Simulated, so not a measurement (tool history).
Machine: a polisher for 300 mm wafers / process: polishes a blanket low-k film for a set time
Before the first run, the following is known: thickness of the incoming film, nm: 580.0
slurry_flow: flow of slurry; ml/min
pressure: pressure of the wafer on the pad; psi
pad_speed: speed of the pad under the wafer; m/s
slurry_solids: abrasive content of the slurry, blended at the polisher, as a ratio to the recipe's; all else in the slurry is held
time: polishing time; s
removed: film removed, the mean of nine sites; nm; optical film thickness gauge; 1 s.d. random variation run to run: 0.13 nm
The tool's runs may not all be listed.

run	day	slurry_flow	pressure	pad_speed	slurry_solids	time	removed
1	0.000	155	1.8	1.18	1.00	64	23.792
2	0.158	155	1.8	1.18	1.20	64	25.059
3	0.350	155	1.8	1.18	1.20	68	26.775
4	0.717	155	2.2	1.18	1.20	68	32.853
5	0.808	155	2.0	1.18	1.20	68	30.176
6	0.833	155	2.3	1.18	1.20	68	34.329
7	1.104	145	1.8	0.98	1.10	67	22.334
8	1.258	135	1.5	0.84	1.05	66	15.176

For run 9, what comes out?
9	1.471	130	1.3	0.80	1.05	66	?

{"run 9": {"removed": 13.085}}
